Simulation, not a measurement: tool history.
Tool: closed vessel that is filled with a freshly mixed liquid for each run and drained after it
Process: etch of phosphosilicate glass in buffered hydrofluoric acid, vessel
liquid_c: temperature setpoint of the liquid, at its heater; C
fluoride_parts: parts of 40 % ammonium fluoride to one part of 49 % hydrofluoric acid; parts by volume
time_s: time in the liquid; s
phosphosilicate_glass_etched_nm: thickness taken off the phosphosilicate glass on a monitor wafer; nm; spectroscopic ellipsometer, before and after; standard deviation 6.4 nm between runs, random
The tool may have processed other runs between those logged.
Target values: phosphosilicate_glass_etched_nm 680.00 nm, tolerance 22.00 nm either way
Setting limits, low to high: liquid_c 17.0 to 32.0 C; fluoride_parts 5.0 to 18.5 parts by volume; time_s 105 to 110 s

| run | hour | liquid_c | fluoride_parts | time_s | phosphosilicate_glass_etched_nm |
|---|---|---|---|---|---|
| 1 | 0.0 | 24.0 | 11.5 | 105 | 504.65 |
| 2 | 8.7 | 24.0 | 14.0 | 105 | 424.02 |
| 3 | 12.2 | 26.5 | 13.5 | 105 | 503.34 |
| 4 | 19.8 | 23.0 | 13.5 | 105 | 419.58 |
| 5 | 22.5 | 26.0 | 13.0 | 105 | 510.67 |
| 6 | 31.7 | 26.0 | 10.5 | 105 | 624.65 |
| 7 | 40.0 | 26.5 | 10.5 | 105 | 641.79 |
|  | 45.4 | hydrofluoric acid flow meter replaced |
| 8 | 45.4 | 27.0 | 10.5 | 105 | 704.87 |

Pick the move, out of 4, that brings all results within their allowed miss; only one does.
| A | 50.8 | 23.0 | 8.5 | 105 | ? |
| B | 50.8 | 27.0 | 12.0 | 105 | ? |
| C | 50.8 | 23.0 | 9.0 | 105 | ? |
| D | 50.8 | 28.0 | 11.0 | 110 | ? |

| move | phosphosilicate_glass_etched_nm |
|---|---|
| A | 690.28 |
| B | 631.32 |
| C | 648.74 |
| D | 759.39 |
A: every result within its allowed miss
B: pushes the last run's worst result past its target
C: pushes the last run's worst result past its target
D: moves away from the targets compared with the last run
Correct choice: A, which meets every target
